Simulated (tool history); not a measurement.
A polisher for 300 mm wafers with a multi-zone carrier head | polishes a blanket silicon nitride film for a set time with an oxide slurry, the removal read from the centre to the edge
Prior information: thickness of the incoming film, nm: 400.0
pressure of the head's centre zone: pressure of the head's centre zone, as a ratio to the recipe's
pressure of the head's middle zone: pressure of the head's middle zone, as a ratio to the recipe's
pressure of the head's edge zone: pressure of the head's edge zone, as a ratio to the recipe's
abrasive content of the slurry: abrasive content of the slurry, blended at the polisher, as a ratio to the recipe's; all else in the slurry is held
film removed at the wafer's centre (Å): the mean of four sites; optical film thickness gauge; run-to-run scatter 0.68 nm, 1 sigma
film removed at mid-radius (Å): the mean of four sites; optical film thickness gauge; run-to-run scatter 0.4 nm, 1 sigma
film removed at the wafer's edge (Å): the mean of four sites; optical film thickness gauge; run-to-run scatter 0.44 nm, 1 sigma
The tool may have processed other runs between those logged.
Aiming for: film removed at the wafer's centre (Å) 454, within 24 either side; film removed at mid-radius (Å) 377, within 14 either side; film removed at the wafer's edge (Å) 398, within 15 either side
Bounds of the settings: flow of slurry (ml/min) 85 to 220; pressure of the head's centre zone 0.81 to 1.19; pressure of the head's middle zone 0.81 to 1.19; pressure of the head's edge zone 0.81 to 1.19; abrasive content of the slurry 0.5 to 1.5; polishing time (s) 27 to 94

run,hour,flow of slurry (ml/min),pressure of the head's centre zone,pressure of the head's middle zone,pressure of the head's edge zone,abrasive content of the slurry,polishing time (s),film removed at the wafer's centre (Å),film removed at mid-radius (Å),film removed at the wafer's edge (Å)
1,0,140,1,1,1,1,60,532.09,534.79,513.15
2,8.6,135,1.01,0.98,0.99,0.95,60,521.09,502.51,512.38
3,10.7,135,1.01,0.98,0.99,0.95,71,621.56,602.61,599.38
4,11.9,135,1.01,0.98,1.07,0.95,71,631.1,602.19,612.63
5,14.4,135,0.94,0.98,1.07,0.95,71,588.78,599.59,615.17
6,16.1,135,0.96,0.98,1.06,0.9,69,569.39,573.42,587.98
7,23.6,135,0.98,0.98,1.05,0.85,67,540.13,538.11,545.88
8,29.6,135,1,0.97,1.05,0.8,66,544.7,514.53,530.36
9,34.3,135,1,0.97,1.05,0.8,66,553.62,506.94,522.42
10,36.4,110,1.01,0.87,0.95,0.55,63,412.19,367,402.76
11,41.8,110,1.01,0.87,0.95,0.55,63,414.87,371.39,401.01
12,44.7,110,1.02,0.87,0.95,0.55,63,439.05,366.53,406.97
# hour 48.9: edge zone pressure recalibrated
13,48.9,110,1.02,0.87,0.95,0.55,63,426.3,364.36,408.75
14,49.7,110,1.03,0.87,0.94,0.55,63,421.19,368.65,415.04
15,52.3,115,1.02,0.87,0.96,0.55,63,440.62,367.8,417.9
16,53.3,115,1.03,0.88,0.95,0.55,63,436.8,375.19,416.54
17,58.4,115,1.04,0.88,0.93,0.55,63,440.29,375.19,411.67

Exactly one of the 5 candidate moves below puts every result within its allowed miss. Which one?
A,63.5,135,1.09,0.9,0.88,0.5,63,?,?,?
B,63.5,115,0.94,0.9,0.93,0.65,60,?,?,?
C,63.5,170,1.09,0.88,0.91,0.5,64,?,?,?
D,63.5,120,1.06,0.84,0.96,0.65,62,?,?,?
E,63.5,85,1.02,0.89,0.96,0.7,60,?,?,?

move,film removed at the wafer's centre (Å),film removed at mid-radius (Å),film removed at the wafer's edge (Å)
A,447.57,383.64,396.2
B,396.26,396.39,421.05
C,476.16,398.58,419.37
D,466.91,390.31,443.17
E,406.84,375.48,417.44
A: all results land within tolerance of their targets
B: misses by more than the last run did
C: misses by more than the last run did
D: misses by more than the last run did
E: misses by more than the last run did
The right move is A.

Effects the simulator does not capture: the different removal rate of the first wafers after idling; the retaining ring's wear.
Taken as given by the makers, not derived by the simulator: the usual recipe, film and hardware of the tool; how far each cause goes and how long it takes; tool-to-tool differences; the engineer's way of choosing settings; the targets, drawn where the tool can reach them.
